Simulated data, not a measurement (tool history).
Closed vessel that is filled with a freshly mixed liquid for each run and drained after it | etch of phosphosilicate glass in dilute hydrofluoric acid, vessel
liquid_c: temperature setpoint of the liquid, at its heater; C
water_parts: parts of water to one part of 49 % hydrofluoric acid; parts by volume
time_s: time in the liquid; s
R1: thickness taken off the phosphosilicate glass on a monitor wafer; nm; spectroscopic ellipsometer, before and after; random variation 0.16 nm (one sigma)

{"run": 1, "hour": 0.0, "liquid_c": 24.0, "water_parts": 270, "time_s": 90, "R1": 25.143}
{"run": 2, "hour": 4.3, "liquid_c": 26.0, "water_parts": 270, "time_s": 90, "R1": 26.362}
{"run": 3, "hour": 10.2, "liquid_c": 26.0, "water_parts": 180, "time_s": 90, "R1": 44.711}
{"run": 4, "hour": 15.5, "liquid_c": 28.0, "water_parts": 180, "time_s": 90, "R1": 47.67}
{"run": 5, "hour": 23.8, "liquid_c": 28.0, "water_parts": 180, "time_s": 90, "R1": 47.241}
{"run": 6, "hour": 31.7, "liquid_c": 26.0, "water_parts": 200, "time_s": 90, "R1": 39.057}
{"run": 7, "hour": 40.2, "liquid_c": 22.0, "water_parts": 275, "time_s": 90, "R1": 22.741}
{"run": 8, "hour": 48.6, "liquid_c": 21.5, "water_parts": 275, "time_s": 90, "R1": 22.302}

Run 9 comes next. What will it give?
{"run": 9, "hour": 53.7, "liquid_c": 21.0, "water_parts": 275, "time_s": 90, "R1": "?"}

R1: 21.937 nm
